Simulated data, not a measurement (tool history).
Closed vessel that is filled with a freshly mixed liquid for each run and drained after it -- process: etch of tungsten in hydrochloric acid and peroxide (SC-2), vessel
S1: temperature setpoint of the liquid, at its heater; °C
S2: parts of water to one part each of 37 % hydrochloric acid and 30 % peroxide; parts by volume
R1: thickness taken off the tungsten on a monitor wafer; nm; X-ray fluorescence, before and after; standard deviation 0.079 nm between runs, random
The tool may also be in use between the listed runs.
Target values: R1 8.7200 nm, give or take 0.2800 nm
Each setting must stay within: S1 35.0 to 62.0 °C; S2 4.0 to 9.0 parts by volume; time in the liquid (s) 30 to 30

Run 1, hour 0.0: S1 46.0 °C, S2 5.0 parts by volume, time in the liquid (s) 30. Result: R1 11.1870 nm.
Run 2, hour 6.9: S1 46.0 °C, S2 4.5 parts by volume, time in the liquid (s) 30. Result: R1 12.1460 nm.
Run 3, hour 12.8: S1 45.5 °C, S2 4.5 parts by volume, time in the liquid (s) 30. Result: R1 11.7220 nm.
Run 4, hour 13.8: S1 45.0 °C, S2 4.5 parts by volume, time in the liquid (s) 30. Result: R1 11.3250 nm.
Run 5, hour 22.4: S1 40.5 °C, S2 4.5 parts by volume, time in the liquid (s) 30. Result: R1 8.2724 nm.
Run 6, hour 23.4: S1 35.0 °C, S2 4.5 parts by volume, time in the liquid (s) 30. Result: R1 5.5745 nm.
Run 7, hour 27.5: S1 35.5 °C, S2 4.5 parts by volume, time in the liquid (s) 30. Result: R1 5.7842 nm.
Run 8, hour 28.9: S1 36.0 °C, S2 4.5 parts by volume, time in the liquid (s) 30. Result: R1 5.9874 nm.
Run 9, hour 35.5: S1 36.5 °C, S2 4.5 parts by volume, time in the liquid (s) 30. Result: R1 6.2073 nm.
At hour 44.8: thermometer replaced.
Run 10, hour 44.8: S1 37.0 °C, S2 4.5 parts by volume, time in the liquid (s) 30. Result: R1 5.8405 nm.
Run 11, hour 53.1: S1 37.5 °C, S2 4.5 parts by volume, time in the liquid (s) 30. Result: R1 6.0124 nm.
Run 12, hour 60.4: S1 38.0 °C, S2 4.5 parts by volume, time in the liquid (s) 30. Result: R1 6.2853 nm.
Run 13, hour 64.9: S1 38.5 °C, S2 4.5 parts by volume, time in the liquid (s) 30. Result: R1 6.4953 nm.
Run 14, hour 70.6: S1 39.0 °C, S2 4.5 parts by volume, time in the liquid (s) 30. Result: R1 6.7728 nm.
Run 15, hour 74.6: S1 39.5 °C, S2 4.5 parts by volume, time in the liquid (s) 30. Result: R1 7.0752 nm.
Run 16, hour 82.8: S1 40.0 °C, S2 4.5 parts by volume, time in the liquid (s) 30. Result: R1 7.2770 nm.
Run 17, hour 88.9: S1 40.5 °C, S2 4.5 parts by volume, time in the liquid (s) 30. Result: R1 7.3864 nm.

Which one of the following 5 next-run settings gets every result inside its allowed miss? There is exactly one.
Run A, hour 95.0: S1 43.5 °C, S2 5.5 parts by volume, time in the liquid (s) 30. Result: R1 ?.
Run B, hour 95.0: S1 42.5 °C, S2 4.5 parts by volume, time in the liquid (s) 30. Result: R1 ?.
Run C, hour 95.0: S1 40.5 °C, S2 4.0 parts by volume, time in the liquid (s) 30. Result: R1 ?.
Run D, hour 95.0: S1 44.0 °C, S2 4.5 parts by volume, time in the liquid (s) 30. Result: R1 ?.
Run E, hour 95.0: S1 41.5 °C, S2 4.5 parts by volume, time in the liquid (s) 30. Result: R1 ?.

move      R1
   A  8.0685
   B  8.6834
   C  8.1727
   D  9.6382
   E  8.0955
A: gains on the last run, yet a result remains outside its allowed miss
B: all results in spec
C: gains on the last run, yet a result remains outside its allowed miss
D: moves the result that the last run missed by most past its target, out the other side
E: gains on the last run, yet a result remains outside its allowed miss
Move B is the one to make.

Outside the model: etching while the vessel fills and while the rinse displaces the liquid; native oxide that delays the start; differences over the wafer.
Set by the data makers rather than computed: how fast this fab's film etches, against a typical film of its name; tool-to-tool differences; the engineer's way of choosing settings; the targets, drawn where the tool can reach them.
